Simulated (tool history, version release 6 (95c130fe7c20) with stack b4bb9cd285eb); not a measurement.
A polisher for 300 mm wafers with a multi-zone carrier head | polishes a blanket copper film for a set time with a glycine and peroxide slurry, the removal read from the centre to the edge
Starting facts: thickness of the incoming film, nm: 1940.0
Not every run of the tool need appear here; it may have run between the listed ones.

run	hour	flow of slurry (ml/min)	pressure of the head's centre zone	pressure of the head's middle zone	pressure of the head's edge zone	polishing time (s)	film removed at the wafer's centre (Å)	film removed at mid-radius (Å)	film removed at the wafer's edge (Å)
1	0.0	185	1.00	1.00	1.00	40	2107.3	2021.1	1994.5
2	3.0	185	1.05	1.00	1.00	40	2192.4	2044.2	2004.8
3	4.9	190	1.02	0.99	1.05	42	2213.9	2109.6	2181.6
4	11.8	205	1.02	0.99	1.08	43	2307.6	2184.7	2277.6
5	19.7	235	1.02	0.99	1.08	43	2365.7	2208.2	2303.3
6	28.5	235	1.07	0.99	1.08	43	2494.5	2230.1	2307.7

Run 7 is up next; what results do you expect?
7	35.5	230	1.05	0.99	1.11	44	?	?	?

Run 7 measured film removed at the wafer's centre (Å) 2524.2, film removed at mid-radius (Å) 2250.7, film removed at the wafer's edge (Å) 2360.7.

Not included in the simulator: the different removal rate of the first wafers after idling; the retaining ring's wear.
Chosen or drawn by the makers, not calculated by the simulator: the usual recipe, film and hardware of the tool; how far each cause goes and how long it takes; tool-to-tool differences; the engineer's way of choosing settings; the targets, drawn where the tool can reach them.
